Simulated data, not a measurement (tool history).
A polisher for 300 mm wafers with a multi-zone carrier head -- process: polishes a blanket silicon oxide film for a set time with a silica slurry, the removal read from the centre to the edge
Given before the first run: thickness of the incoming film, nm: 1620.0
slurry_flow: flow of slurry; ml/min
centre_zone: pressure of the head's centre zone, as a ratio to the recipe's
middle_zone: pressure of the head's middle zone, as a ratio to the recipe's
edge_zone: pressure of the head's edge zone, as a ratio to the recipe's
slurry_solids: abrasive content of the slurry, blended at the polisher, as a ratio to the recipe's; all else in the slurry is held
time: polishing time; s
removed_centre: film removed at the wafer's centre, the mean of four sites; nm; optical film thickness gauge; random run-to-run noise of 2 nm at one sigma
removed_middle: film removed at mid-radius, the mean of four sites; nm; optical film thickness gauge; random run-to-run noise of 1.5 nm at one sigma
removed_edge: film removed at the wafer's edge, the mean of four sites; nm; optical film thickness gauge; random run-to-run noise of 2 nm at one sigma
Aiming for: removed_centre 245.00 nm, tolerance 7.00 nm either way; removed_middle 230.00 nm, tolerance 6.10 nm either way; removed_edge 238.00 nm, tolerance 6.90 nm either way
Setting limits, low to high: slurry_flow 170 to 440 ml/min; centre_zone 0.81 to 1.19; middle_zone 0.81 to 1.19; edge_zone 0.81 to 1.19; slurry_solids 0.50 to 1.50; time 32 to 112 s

{"run": 1, "hour": 0.0, "slurry_flow": 280, "centre_zone": 1.0, "middle_zone": 1.0, "edge_zone": 1.0, "slurry_solids": 1.0, "time": 72, "removed_centre": 218.94, "removed_middle": 205.01, "removed_edge": 201.58}
{"run": 2, "hour": 7.0, "slurry_flow": 280, "centre_zone": 1.0, "middle_zone": 1.04, "edge_zone": 1.0, "slurry_solids": 1.0, "time": 72, "removed_centre": 222.44, "removed_middle": 209.99, "removed_edge": 201.49}
{"run": 3, "hour": 8.4, "slurry_flow": 295, "centre_zone": 1.0, "middle_zone": 1.05, "edge_zone": 1.06, "slurry_solids": 1.05, "time": 72, "removed_centre": 226.42, "removed_middle": 221.94, "removed_edge": 208.44}
{"run": 4, "hour": 11.1, "slurry_flow": 295, "centre_zone": 1.08, "middle_zone": 1.05, "edge_zone": 1.06, "slurry_solids": 1.05, "time": 72, "removed_centre": 249.13, "removed_middle": 216.57, "removed_edge": 209.7}
{"hour": 15.4, "done": "centre zone pressure recalibrated"}
{"run": 5, "hour": 15.4, "slurry_flow": 295, "centre_zone": 1.06, "middle_zone": 1.03, "edge_zone": 1.09, "slurry_solids": 1.1, "time": 72, "removed_centre": 229.0, "removed_middle": 218.56, "removed_edge": 218.58}
{"run": 6, "hour": 19.2, "slurry_flow": 315, "centre_zone": 1.07, "middle_zone": 1.02, "edge_zone": 1.1, "slurry_solids": 1.15, "time": 72, "removed_centre": 237.18, "removed_middle": 224.31, "removed_edge": 223.41}
{"run": 7, "hour": 25.3, "slurry_flow": 315, "centre_zone": 1.07, "middle_zone": 1.02, "edge_zone": 1.1, "slurry_solids": 1.15, "time": 72, "removed_centre": 236.58, "removed_middle": 221.8, "removed_edge": 225.3}
{"run": 8, "hour": 28.6, "slurry_flow": 325, "centre_zone": 1.08, "middle_zone": 1.02, "edge_zone": 1.11, "slurry_solids": 1.15, "time": 72, "removed_centre": 237.41, "removed_middle": 227.44, "removed_edge": 225.76}
{"run": 9, "hour": 34.2, "slurry_flow": 320, "centre_zone": 1.09, "middle_zone": 1.02, "edge_zone": 1.12, "slurry_solids": 1.2, "time": 72, "removed_centre": 243.79, "removed_middle": 224.6, "removed_edge": 228.82}

5 next moves are on the table. One of them brings every result within its allowed miss. Which?
{"run": "A", "hour": 39.8, "slurry_flow": 370, "centre_zone": 1.12, "middle_zone": 1.02, "edge_zone": 1.04, "slurry_solids": 1.2, "time": 71, "removed_centre": "?", "removed_middle": "?", "removed_edge": "?"}
{"run": "B", "hour": 39.8, "slurry_flow": 305, "centre_zone": 1.12, "middle_zone": 1.07, "edge_zone": 1.09, "slurry_solids": 1.25, "time": 68, "removed_centre": "?", "removed_middle": "?", "removed_edge": "?"}
{"run": "C", "hour": 39.8, "slurry_flow": 250, "centre_zone": 1.08, "middle_zone": 0.92, "edge_zone": 1.08, "slurry_solids": 1.3, "time": 75, "removed_centre": "?", "removed_middle": "?", "removed_edge": "?"}
{"run": "D", "hour": 39.8, "slurry_flow": 350, "centre_zone": 1.11, "middle_zone": 1.03, "edge_zone": 1.12, "slurry_solids": 1.2, "time": 74, "removed_centre": "?", "removed_middle": "?", "removed_edge": "?"}
{"run": "E", "hour": 39.8, "slurry_flow": 285, "centre_zone": 1.05, "middle_zone": 0.98, "edge_zone": 1.09, "slurry_solids": 1.35, "time": 73, "removed_centre": "?", "removed_middle": "?", "removed_edge": "?"}

move=A removed_centre=252.34 removed_middle=226.37 removed_edge=221.76
move=B removed_centre=240.82 removed_middle=225.33 removed_edge=217.72
move=C removed_centre=253.04 removed_middle=217.06 removed_edge=238.85
move=D removed_centre=259.29 removed_middle=236.75 removed_edge=238.97
move=E removed_centre=247.24 removed_middle=229.57 removed_edge=239.57
A: further off than the last run
B: further off than the last run
C: the furthest-off result lands on target, but another misses its tolerance
D: the furthest-off result lands on target, but another misses its tolerance
E: every result lands within tolerance
E is the move that brings every result within its allowed miss.
